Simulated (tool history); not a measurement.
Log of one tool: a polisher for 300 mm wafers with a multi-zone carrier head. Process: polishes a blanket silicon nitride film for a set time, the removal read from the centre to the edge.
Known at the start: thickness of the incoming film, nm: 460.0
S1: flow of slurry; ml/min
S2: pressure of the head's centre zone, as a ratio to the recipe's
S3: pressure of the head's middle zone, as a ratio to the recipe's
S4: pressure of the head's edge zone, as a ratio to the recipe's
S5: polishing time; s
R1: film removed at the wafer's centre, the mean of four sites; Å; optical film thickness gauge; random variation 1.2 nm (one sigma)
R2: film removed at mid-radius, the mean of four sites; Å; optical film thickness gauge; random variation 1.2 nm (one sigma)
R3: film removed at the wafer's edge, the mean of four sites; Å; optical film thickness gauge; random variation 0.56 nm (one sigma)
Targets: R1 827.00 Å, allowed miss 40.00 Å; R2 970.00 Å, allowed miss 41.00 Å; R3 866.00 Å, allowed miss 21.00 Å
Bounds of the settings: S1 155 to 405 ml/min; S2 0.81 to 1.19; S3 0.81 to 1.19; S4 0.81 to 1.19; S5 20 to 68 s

run 1 day=0.000 | S1=260 S2=1.00 S3=1.00 S4=1.00 S5=44 | R1=664.81 R2=632.56 R3=635.69
run 2 day=0.054 | S1=270 S2=0.99 S3=1.05 S4=1.03 S5=47 | R1=691.03 R2=713.01 R3=705.28
run 3 day=0.271 | S1=285 S2=1.00 S3=1.09 S4=1.03 S5=49 | R1=740.78 R2=764.23 R3=728.79
run 4 day=0.458 | S1=290 S2=0.99 S3=1.12 S4=1.04 S5=51 | R1=757.10 R2=816.95 R3=764.07
run 5 day=0.704 | S1=290 S2=0.99 S3=1.12 S4=1.04 S5=61 | R1=913.86 R2=981.86 R3=915.26
run 6 day=1.000 | S1=280 S2=0.97 S3=1.12 S4=1.03 S5=61 | R1=877.46 R2=979.93 R3=907.77
run 7 day=1.246 | S1=270 S2=0.96 S3=1.12 S4=1.02 S5=61 | R1=850.18 R2=992.82 R3=893.74
run 8 day=1.525 | S1=270 S2=0.96 S3=1.12 S4=1.02 S5=61 | R1=868.32 R2=966.92 R3=895.63
run 9 day=1.775 | S1=270 S2=0.96 S3=1.12 S4=1.02 S5=61 | R1=860.37 R2=997.30 R3=902.89

Which of these 5 next moves meets every target?
run A day=2.025 | S1=285 S2=1.06 S3=1.15 S4=0.94 S5=59 | R1=? R2=? R3=?
run B day=2.025 | S1=260 S2=1.01 S3=1.14 S4=1.01 S5=61 | R1=? R2=? R3=?
run C day=2.025 | S1=265 S2=0.96 S3=1.16 S4=1.04 S5=61 | R1=? R2=? R3=?
run D day=2.025 | S1=300 S2=0.95 S3=1.06 S4=1.12 S5=61 | R1=? R2=? R3=?
run E day=2.025 | S1=220 S2=0.96 S3=1.18 S4=1.02 S5=60 | R1=? R2=? R3=?

move=A R1=944.83 R2=986.29 R3=856.09
move=B R1=919.44 R2=1001.50 R3=907.26
move=C R1=875.94 R2=1019.20 R3=921.08
move=D R1=879.52 R2=956.48 R3=965.70
move=E R1=838.12 R2=992.45 R3=880.96
A: brings the result that was furthest off to its target, and leaves another outside
B: further off than the last run
C: further off than the last run
D: further off than the last run
E: meets every target
Move E is the one to make.
